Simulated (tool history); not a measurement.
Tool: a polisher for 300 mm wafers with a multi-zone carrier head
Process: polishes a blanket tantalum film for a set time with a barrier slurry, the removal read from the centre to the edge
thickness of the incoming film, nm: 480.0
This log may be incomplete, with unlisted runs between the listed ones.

run	hour	flow of slurry (ml/min)	pressure of the head's centre zone	pressure of the head's middle zone	pressure of the head's edge zone	abrasive content of the slurry	polishing time (s)	film removed at the wafer's centre (nm)	film removed at mid-radius (nm)	film removed at the wafer's edge (nm)
1	0	180	1	1	1	1	56	112.25	124.01	125.94
2	1.9	180	1.06	1	1	1	56	120.29	123.09	128.76
3	4.3	180	1.02	1	1	1	56	114.83	126.6	126.12
4	5.2	185	1.05	1.01	1.01	1.05	56	120.56	127.3	129.73
5	11.7	185	1.05	1.01	1.01	1.05	42	89.751	94.091	96.843
6	16.4	185	1.05	1.06	1.01	1.05	42	91.898	99.511	95.744
7	20.5	190	1.07	1.06	1.02	1.15	44	100.58	107.53	104.56
8	27.1	195	1.09	1.06	1.03	1.2	45	101.99	108.47	110.1
9	31.3	195	1.11	1.05	1.01	1.2	47	112.23	112.92	114.68
# hour 34.2: centre zone pressure recalibrated
10	34.2	195	1.11	1.05	1.01	1.2	47	121.91	117.02	112.99
11	42.6	200	1.12	1.05	1.02	1.25	48	129.44	118.77	117.46
12	50	200	1.12	1.06	1.04	1.3	49	133.72	122.56	123.66
13	57.3	200	1.11	1.07	1.06	1.35	50	137.04	128.31	128.01
14	62.6	200	1.1	1.07	1.08	1.4	51	138.18	132.58	132.87
15	68.2	200	1.1	1.07	1.08	1.4	51	135.39	133.65	132.29
16	71.6	205	1.1	1.07	1.1	1.4	51	139.34	132.27	137.27

Estimate the outcome of run 17 from the log above:
17	78.5	215	1.1	1.08	1.11	1.4	51	?	?	?

{"run 17": {"film removed at the wafer's centre (nm)": 139.77, "film removed at mid-radius (nm)": 138.41, "film removed at the wafer's edge (nm)": 138.06}}
